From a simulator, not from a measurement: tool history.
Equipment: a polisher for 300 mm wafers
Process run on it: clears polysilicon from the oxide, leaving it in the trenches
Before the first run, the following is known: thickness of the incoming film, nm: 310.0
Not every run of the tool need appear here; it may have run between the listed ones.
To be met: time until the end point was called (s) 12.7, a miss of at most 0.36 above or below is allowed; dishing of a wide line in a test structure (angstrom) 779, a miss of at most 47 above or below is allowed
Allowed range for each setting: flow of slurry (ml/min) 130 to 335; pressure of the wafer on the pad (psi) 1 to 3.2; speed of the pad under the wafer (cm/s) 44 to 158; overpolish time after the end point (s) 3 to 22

| run | hour | flow of slurry (ml/min) | pressure of the wafer on the pad (psi) | speed of the pad under the wafer (cm/s) | overpolish time after the end point (s) | time until the end point was called (s) | dishing of a wide line in a test structure (angstrom) |
|---|---|---|---|---|---|---|---|
| 1 | 0 | 215 | 2.1 | 100 | 11 | 26.561 | 640.87 |
| 2 | 7.6 | 220 | 2.4 | 104 | 10 | 22.627 | 655.49 |
| 3 | 12.5 | 170 | 2.4 | 104 | 10 | 23.606 | 654.1 |
| 4 | 19.7 | 170 | 2.4 | 86 | 10 | 28.221 | 618.58 |
| 5 | 23 | 190 | 2.6 | 96 | 10 | 22.981 | 638.97 |
| 6 | 26.2 | 190 | 2.6 | 96 | 6 | 22.96 | 487.36 |
| 7 | 26.8 | 205 | 2.8 | 104 | 7 | 19.785 | 622.97 |
| 8 | 29.1 | 215 | 2.9 | 112 | 7 | 17.668 | 635.41 |
| 9 | 37.8 | 215 | 2.9 | 112 | 7 | 17.859 | 633.3 |
| 10 | 43.1 | 220 | 3 | 118 | 7 | 16.307 | 636.66 |
|  | 50.1 | worn pad replaced by a new one |
| 11 | 50.1 | 225 | 3.1 | 122 | 8 | 14.262 | 697.97 |
| 12 | 55.7 | 280 | 3.2 | 122 | 10 | 13.367 | 762.52 |
| 13 | 57.7 | 280 | 3.2 | 124 | 10 | 13.547 | 766.26 |
| 14 | 62 | 280 | 3.2 | 126 | 10 | 13.473 | 753.28 |

5 next moves are on the table. One of them brings every result within its allowed miss. Which?
| A | 66.3 | 335 | 3 | 118 | 15 | ? | ? |
| B | 66.3 | 245 | 3 | 140 | 11 | ? | ? |
| C | 66.3 | 280 | 2.9 | 128 | 13 | ? | ? |
| D | 66.3 | 275 | 3.2 | 138 | 12 | ? | ? |
| E | 66.3 | 295 | 3 | 120 | 9 | ? | ? |

| move | time until the end point was called (s) | dishing of a wide line in a test structure (angstrom) |
|---|---|---|
| A | 14.72 | 756.96 |
| B | 12.851 | 744.46 |
| C | 14.27 | 749.6 |
| D | 12.11 | 755.34 |
| E | 14.646 | 702.51 |
A: lands further from the targets than the last run did
B: every result within its allowed miss
C: lands further from the targets than the last run did
D: takes the result that was furthest off past its target
E: lands further from the targets than the last run did
Answer: B
